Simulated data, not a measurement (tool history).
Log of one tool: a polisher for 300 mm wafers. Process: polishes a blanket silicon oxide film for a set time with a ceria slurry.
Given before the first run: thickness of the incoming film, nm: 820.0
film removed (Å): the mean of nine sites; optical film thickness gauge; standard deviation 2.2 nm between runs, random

run	hour	flow of slurry (ml/min)	pressure of the wafer on the pad (psi)	speed of the pad under the wafer (m/s)	polishing time (s)	film removed (Å)
1	0	265	3.5	1.1	30	1292
2	6.3	265	3.7	1.1	30	1371.5
3	8	265	4.3	1.1	30	1557.9
4	11.3	265	4.4	1.12	30	1605.9
5	12.7	320	4.4	1.12	30	1670.1
6	20.2	320	4.5	1.12	30	1688.8

Estimate the outcome of run 7 from the log above:
7	27.1	325	5.4	1.16	30	?

film removed (Å): 2118.9
